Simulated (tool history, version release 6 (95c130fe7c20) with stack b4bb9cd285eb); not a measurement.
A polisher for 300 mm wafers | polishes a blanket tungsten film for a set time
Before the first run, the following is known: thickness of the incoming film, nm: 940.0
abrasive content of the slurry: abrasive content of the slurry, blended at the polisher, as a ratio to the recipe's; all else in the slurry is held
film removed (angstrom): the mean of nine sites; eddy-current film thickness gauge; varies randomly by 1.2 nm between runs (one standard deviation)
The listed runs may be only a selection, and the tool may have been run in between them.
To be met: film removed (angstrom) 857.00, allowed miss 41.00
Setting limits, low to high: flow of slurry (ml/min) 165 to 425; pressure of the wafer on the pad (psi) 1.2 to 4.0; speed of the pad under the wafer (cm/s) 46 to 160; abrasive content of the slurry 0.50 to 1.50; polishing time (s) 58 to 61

run	day	flow of slurry (ml/min)	pressure of the wafer on the pad (psi)	speed of the pad under the wafer (cm/s)	abrasive content of the slurry	polishing time (s)	film removed (angstrom)
1	0.000	275	2.6	102	1.00	58	1745.00
2	0.271	275	2.6	90	1.00	58	1612.60
3	0.371	275	2.6	116	1.00	58	1970.50
4	0.554	275	2.6	116	1.00	61	2114.90
5	0.688	275	2.6	130	1.00	61	2275.50
6	0.933	275	2.4	120	1.00	61	2002.00
7	1.246	275	2.2	112	1.00	61	1745.70
8	1.438	275	2.0	106	1.00	61	1472.60
9	1.800	275	1.9	102	1.00	61	1385.10
10	1.992	275	1.8	98	1.00	61	1215.30
11	2.162	275	1.7	98	1.00	61	1185.70
12	2.517	275	1.2	80	1.00	61	712.59

Which one of the following 5 next-run settings gets every result inside its allowed miss? There is exactly one.
A	2.871	300	1.6	80	1.15	61	?
B	2.871	300	1.6	86	1.00	60	?
C	2.871	235	1.3	80	0.95	61	?
D	2.871	275	1.7	76	1.00	61	?
E	2.871	315	1.3	98	0.80	61	?

move	film removed (angstrom)
A	1005.80
B	1009.50
C	759.91
D	969.24
E	885.36
A: takes the result that was furthest off past its target
B: takes the result that was furthest off past its target
C: closes in on the targets versus the last run, not all within tolerance yet
D: takes the result that was furthest off past its target
E: meets every target
Move E is the one to make.
